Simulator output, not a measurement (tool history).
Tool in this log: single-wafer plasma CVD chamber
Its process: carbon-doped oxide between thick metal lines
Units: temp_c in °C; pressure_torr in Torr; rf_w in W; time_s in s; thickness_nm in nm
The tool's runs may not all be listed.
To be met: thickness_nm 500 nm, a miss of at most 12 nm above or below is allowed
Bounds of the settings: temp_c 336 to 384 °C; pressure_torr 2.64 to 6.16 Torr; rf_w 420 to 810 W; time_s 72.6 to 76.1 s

run 1 hour=0 | temp_c=360 pressure_torr=4.4 rf_w=615 time_s=76.1 | thickness_nm=434.7
run 2 hour=1 | temp_c=359 pressure_torr=4.58 rf_w=635 time_s=76.1 | thickness_nm=440.16
run 3 hour=7.9 | temp_c=359 pressure_torr=4.58 rf_w=635 time_s=72.6 | thickness_nm=418.68
run 4 hour=15.5 | temp_c=358 pressure_torr=4.61 rf_w=670 time_s=73.3 | thickness_nm=438.82
run 5 hour=20.4 | temp_c=358 pressure_torr=4.62 rf_w=695 time_s=73.7 | thickness_nm=452.74
run 6 hour=22.9 | temp_c=358 pressure_torr=4.96 rf_w=695 time_s=73.7 | thickness_nm=456.76
run 7 hour=27.6 | temp_c=358 pressure_torr=5.02 rf_w=710 time_s=73.9 | thickness_nm=463.83
run 8 hour=31.8 | temp_c=358 pressure_torr=5.06 rf_w=725 time_s=74.1 | thickness_nm=470.32
run 9 hour=40 | temp_c=358 pressure_torr=5.1 rf_w=735 time_s=74.2 | thickness_nm=473.84

Of the 4 settings listed for the next run, only one would bring every result within its allowed miss of target. Which one?
run A hour=48.2 | temp_c=352 pressure_torr=4.78 rf_w=765 time_s=72.6 | thickness_nm=?
run B hour=48.2 | temp_c=359 pressure_torr=5.11 rf_w=765 time_s=76.1 | thickness_nm=?
run C hour=48.2 | temp_c=362 pressure_torr=4.51 rf_w=800 time_s=73.3 | thickness_nm=?
run D hour=48.2 | temp_c=359 pressure_torr=5.41 rf_w=730 time_s=72.6 | thickness_nm=?

move=A thickness_nm=476.89
move=B thickness_nm=493.72
move=C thickness_nm=477.2
move=D thickness_nm=462.18
A: gains on the last run, yet a result remains outside its allowed miss
B: meets every target
C: gains on the last run, yet a result remains outside its allowed miss
D: moves away from the targets compared with the last run
Answer: B
